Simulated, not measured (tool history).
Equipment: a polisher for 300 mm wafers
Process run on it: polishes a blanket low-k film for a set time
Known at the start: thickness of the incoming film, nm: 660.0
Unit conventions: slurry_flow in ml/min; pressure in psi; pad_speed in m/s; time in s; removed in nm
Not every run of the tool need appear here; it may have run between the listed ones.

{"run": 1, "hour": 0.0, "slurry_flow": 125, "pressure": 2.2, "pad_speed": 1.26, "slurry_solids": 1, "time": 111, "removed": 72.776}
{"run": 2, "hour": 1.5, "slurry_flow": 125, "pressure": 2.2, "pad_speed": 0.98, "slurry_solids": 1, "time": 111, "removed": 58.892}
{"run": 3, "hour": 4.7, "slurry_flow": 125, "pressure": 2.2, "pad_speed": 0.98, "slurry_solids": 0.9, "time": 111, "removed": 56.486}
{"run": 4, "hour": 6.0, "slurry_flow": 125, "pressure": 2.2, "pad_speed": 0.98, "slurry_solids": 1.05, "time": 111, "removed": 59.375}
{"run": 5, "hour": 13.5, "slurry_flow": 125, "pressure": 2.2, "pad_speed": 0.98, "slurry_solids": 1.05, "time": 116, "removed": 62.265}
{"run": 6, "hour": 22.4, "slurry_flow": 125, "pressure": 2.4, "pad_speed": 0.98, "slurry_solids": 1.05, "time": 116, "removed": 66.739}
{"run": 7, "hour": 27.1, "slurry_flow": 120, "pressure": 2.1, "pad_speed": 0.98, "slurry_solids": 1.05, "time": 116, "removed": 59.3}
{"run": 8, "hour": 28.8, "slurry_flow": 105, "pressure": 1.5, "pad_speed": 0.96, "slurry_solids": 1.05, "time": 116, "removed": 40.023}
{"run": 9, "hour": 32.9, "slurry_flow": 120, "pressure": 1.5, "pad_speed": 0.96, "slurry_solids": 1.05, "time": 116, "removed": 41.546}
{"run": 10, "hour": 37.2, "slurry_flow": 120, "pressure": 1.5, "pad_speed": 0.96, "slurry_solids": 1.05, "time": 116, "removed": 41.815}
{"run": 11, "hour": 41.5, "slurry_flow": 130, "pressure": 1.5, "pad_speed": 0.96, "slurry_solids": 1.05, "time": 116, "removed": 42.295}
{"run": 12, "hour": 46.1, "slurry_flow": 140, "pressure": 1.5, "pad_speed": 0.96, "slurry_solids": 1.05, "time": 116, "removed": 42.87}
{"run": 13, "hour": 49.0, "slurry_flow": 145, "pressure": 1.5, "pad_speed": 0.96, "slurry_solids": 1.05, "time": 116, "removed": 43.334}
{"run": 14, "hour": 53.2, "slurry_flow": 150, "pressure": 1.5, "pad_speed": 0.96, "slurry_solids": 1.05, "time": 116, "removed": 43.286}
{"run": 15, "hour": 58.5, "slurry_flow": 165, "pressure": 1.7, "pad_speed": 0.96, "slurry_solids": 1.05, "time": 116, "removed": 49.598}
{"run": 16, "hour": 62.2, "slurry_flow": 160, "pressure": 1.7, "pad_speed": 0.96, "slurry_solids": 1.05, "time": 116, "removed": 50.129}

What will run 17 give?
{"run": 17, "hour": 65.0, "slurry_flow": 155, "pressure": 1.7, "pad_speed": 0.96, "slurry_solids": 1.05, "time": 116, "removed": "?"}

{"run 17": {"removed": 49.816}}
